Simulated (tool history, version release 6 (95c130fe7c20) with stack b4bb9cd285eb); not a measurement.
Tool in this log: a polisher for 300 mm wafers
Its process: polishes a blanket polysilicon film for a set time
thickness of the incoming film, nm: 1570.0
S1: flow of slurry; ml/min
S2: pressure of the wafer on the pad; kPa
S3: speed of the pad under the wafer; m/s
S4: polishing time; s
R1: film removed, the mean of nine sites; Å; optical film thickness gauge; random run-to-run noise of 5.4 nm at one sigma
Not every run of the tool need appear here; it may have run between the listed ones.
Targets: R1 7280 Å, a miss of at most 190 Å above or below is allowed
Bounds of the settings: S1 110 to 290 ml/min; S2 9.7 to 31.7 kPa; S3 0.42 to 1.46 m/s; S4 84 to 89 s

run,day,S1,S2,S3,S4,R1
1,0,185,20.7,0.94,84,5955.1
2,0.296,195,22.1,0.94,84,6380.5
3,0.608,195,20,0.94,84,5786.5
4,0.975,200,21.4,0.94,84,6141.5
5,1.092,165,21.4,0.94,84,6033.4
6,1.371,165,21.4,0.82,84,5407.2
7,1.612,170,23.4,0.82,84,5843.9
8,1.662,175,24.8,0.82,84,6206.3
9,1.792,180,26.2,0.82,84,6561.3
10,2.008,180,26.9,0.82,84,6660.5

Exactly one of the 5 candidate moves below puts every result within its allowed miss. Which one?
A,2.225,160,28.3,0.88,88,?
B,2.225,200,29.6,0.84,86,?
C,2.225,165,29,0.86,87,?
D,2.225,175,27.6,0.8,85,?
E,2.225,155,27.6,0.88,86,?

move,R1
A,7645.5
B,7720.9
C,7611
D,6742.5
E,7272.3
A: pushes the last run's worst result past its target
B: pushes the last run's worst result past its target
C: pushes the last run's worst result past its target
D: closer than the last run, but not yet in spec
E: each result inside its tolerance
So the answer is move E, the one that meets all the targets.
